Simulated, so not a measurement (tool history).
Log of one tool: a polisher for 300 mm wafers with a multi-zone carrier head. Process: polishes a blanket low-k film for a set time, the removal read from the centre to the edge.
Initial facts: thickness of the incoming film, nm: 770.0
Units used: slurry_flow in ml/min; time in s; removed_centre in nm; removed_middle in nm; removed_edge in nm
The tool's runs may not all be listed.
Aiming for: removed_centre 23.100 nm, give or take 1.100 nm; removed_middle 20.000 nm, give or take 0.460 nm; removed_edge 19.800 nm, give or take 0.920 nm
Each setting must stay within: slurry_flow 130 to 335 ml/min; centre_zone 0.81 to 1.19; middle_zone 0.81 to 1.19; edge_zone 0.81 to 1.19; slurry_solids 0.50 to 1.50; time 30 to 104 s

run,day,slurry_flow,centre_zone,middle_zone,edge_zone,slurry_solids,time,removed_centre,removed_middle,removed_edge
1,0.000,215,1.00,1.00,1.00,1.00,67,18.045,17.944,17.951
2,0.121,230,1.04,1.01,1.02,1.00,67,19.120,18.288,17.983
3,0.275,240,1.07,1.01,1.05,1.05,67,20.897,18.834,19.394
4,0.400,255,1.08,1.02,1.05,1.05,67,20.459,19.162,19.389
5,0.738,255,1.08,0.96,1.05,1.05,67,20.186,17.942,19.292
6,0.804,255,1.08,0.96,1.05,1.05,57,17.869,15.298,16.500
7,1.117,255,1.11,1.01,1.08,1.10,57,18.338,16.427,16.857
8,1.267,260,1.13,1.02,1.08,1.20,57,19.779,17.460,17.595

4 next moves are on the table. One of them brings every result within its allowed miss. Which?
A,1.417,325,1.08,1.19,0.92,1.35,50,?,?,?
B,1.417,265,1.13,1.01,1.06,0.90,56,?,?,?
C,1.417,335,1.16,1.03,1.06,1.25,63,?,?,?
D,1.417,230,1.16,0.98,1.10,1.40,48,?,?,?

move,removed_centre,removed_middle,removed_edge
A,17.964,18.690,15.262
B,16.824,14.576,14.769
C,23.568,20.166,19.991
D,18.083,14.902,15.847
A: nearer the targets than the last run, but a result is still out of spec
B: moves away from the targets compared with the last run
C: every result lands within tolerance
D: moves away from the targets compared with the last run
So the answer is move C, the one that meets all the targets.
